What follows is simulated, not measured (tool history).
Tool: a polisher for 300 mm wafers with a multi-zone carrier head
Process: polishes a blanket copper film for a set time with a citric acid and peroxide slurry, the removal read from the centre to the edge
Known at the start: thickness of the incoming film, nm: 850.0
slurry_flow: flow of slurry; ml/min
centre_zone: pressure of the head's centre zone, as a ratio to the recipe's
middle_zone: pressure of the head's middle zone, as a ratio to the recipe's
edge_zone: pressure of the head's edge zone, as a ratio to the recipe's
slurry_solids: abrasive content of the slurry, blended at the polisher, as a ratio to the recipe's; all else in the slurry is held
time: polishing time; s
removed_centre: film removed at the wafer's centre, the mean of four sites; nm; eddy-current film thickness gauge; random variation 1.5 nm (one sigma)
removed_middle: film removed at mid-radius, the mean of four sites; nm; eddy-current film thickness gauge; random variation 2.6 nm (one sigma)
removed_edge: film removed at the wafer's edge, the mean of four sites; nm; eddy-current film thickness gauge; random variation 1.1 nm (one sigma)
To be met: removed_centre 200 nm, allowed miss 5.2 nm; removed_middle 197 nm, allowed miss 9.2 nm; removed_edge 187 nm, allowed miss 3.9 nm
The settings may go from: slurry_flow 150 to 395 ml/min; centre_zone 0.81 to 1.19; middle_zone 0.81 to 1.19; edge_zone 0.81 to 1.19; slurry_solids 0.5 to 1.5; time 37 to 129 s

run 1 day=0 | slurry_flow=250 centre_zone=1 middle_zone=1 edge_zone=1 slurry_solids=1 time=83 | removed_centre=130.66 removed_middle=131.49 removed_edge=133.25
run 2 day=0.304 | slurry_flow=250 centre_zone=1 middle_zone=0.94 edge_zone=1 slurry_solids=1 time=83 | removed_centre=129.48 removed_middle=126.18 removed_edge=133.1
run 3 day=0.462 | slurry_flow=310 centre_zone=1 middle_zone=0.94 edge_zone=1 slurry_solids=1 time=83 | removed_centre=133.11 removed_middle=127.97 removed_edge=136.54
run 4 day=0.592 | slurry_flow=245 centre_zone=1 middle_zone=0.94 edge_zone=1 slurry_solids=1 time=83 | removed_centre=128.57 removed_middle=125.85 removed_edge=133.83
run 5 day=0.854 | slurry_flow=245 centre_zone=1.03 middle_zone=0.94 edge_zone=1 slurry_solids=1 time=83 | removed_centre=134.04 removed_middle=127.73 removed_edge=133.73
run 6 day=1.133 | slurry_flow=245 centre_zone=1.03 middle_zone=0.94 edge_zone=1 slurry_solids=1 time=92 | removed_centre=148.19 removed_middle=140.79 removed_edge=148.04
run 7 day=1.504 | slurry_flow=315 centre_zone=1.13 middle_zone=1.04 edge_zone=1.1 slurry_solids=1.25 time=95 | removed_centre=177.2 removed_middle=166.62 removed_edge=169.16
run 8 day=1.829 | slurry_flow=320 centre_zone=1.14 middle_zone=1.07 edge_zone=1.11 slurry_solids=1.3 time=96 | removed_centre=184.56 removed_middle=176.14 removed_edge=172.29
run 9 day=1.879 | slurry_flow=325 centre_zone=1.15 middle_zone=1.09 edge_zone=1.13 slurry_solids=1.35 time=96 | removed_centre=186.36 removed_middle=178.79 removed_edge=178.05
run 10 day=2.154 | slurry_flow=335 centre_zone=1.16 middle_zone=1.11 edge_zone=1.14 slurry_solids=1.4 time=96 | removed_centre=191.14 removed_middle=185.06 removed_edge=178
run 11 day=2.212 | slurry_flow=335 centre_zone=1.16 middle_zone=1.11 edge_zone=1.14 slurry_solids=1.4 time=96 | removed_centre=194.34 removed_middle=183.23 removed_edge=177.14
run 12 day=2.483 | slurry_flow=340 centre_zone=1.15 middle_zone=1.12 edge_zone=1.15 slurry_solids=1.45 time=97 | removed_centre=194.35 removed_middle=187.18 removed_edge=182.69
run 13 day=2.858 | slurry_flow=345 centre_zone=1.15 middle_zone=1.13 edge_zone=1.16 slurry_solids=1.45 time=97 | removed_centre=196.16 removed_middle=184.64 removed_edge=183.27

5 next moves are on the table. One of them brings every result within its allowed miss. Which?
run A day=3.233 | slurry_flow=380 centre_zone=1.15 middle_zone=1.03 edge_zone=1.19 slurry_solids=1.45 time=100 | removed_centre=? removed_middle=? removed_edge=?
run B day=3.233 | slurry_flow=325 centre_zone=1.11 middle_zone=1.08 edge_zone=1.19 slurry_solids=1.45 time=97 | removed_centre=? removed_middle=? removed_edge=?
run C day=3.233 | slurry_flow=315 centre_zone=1.02 middle_zone=0.99 edge_zone=1.14 slurry_solids=1.1 time=112 | removed_centre=? removed_middle=? removed_edge=?
run D day=3.233 | slurry_flow=365 centre_zone=1.14 middle_zone=1.11 edge_zone=1.11 slurry_solids=1.5 time=100 | removed_centre=? removed_middle=? removed_edge=?
run E day=3.233 | slurry_flow=385 centre_zone=1.19 middle_zone=1.07 edge_zone=1.19 slurry_solids=1.5 time=96 | removed_centre=? removed_middle=? removed_edge=?

move=A removed_centre=199.04 removed_middle=184.2 removed_edge=193.89
move=B removed_centre=184.3 removed_middle=184.19 removed_edge=186.5
move=C removed_centre=184.12 removed_middle=186.37 removed_edge=198.91
move=D removed_centre=198.26 removed_middle=197.27 removed_edge=187.82
move=E removed_centre=199.42 removed_middle=184.08 removed_edge=187.49
A: further off than the last run
B: further off than the last run
C: further off than the last run
D: meets every target
E: as far off as the last run
Move D is the one to make.
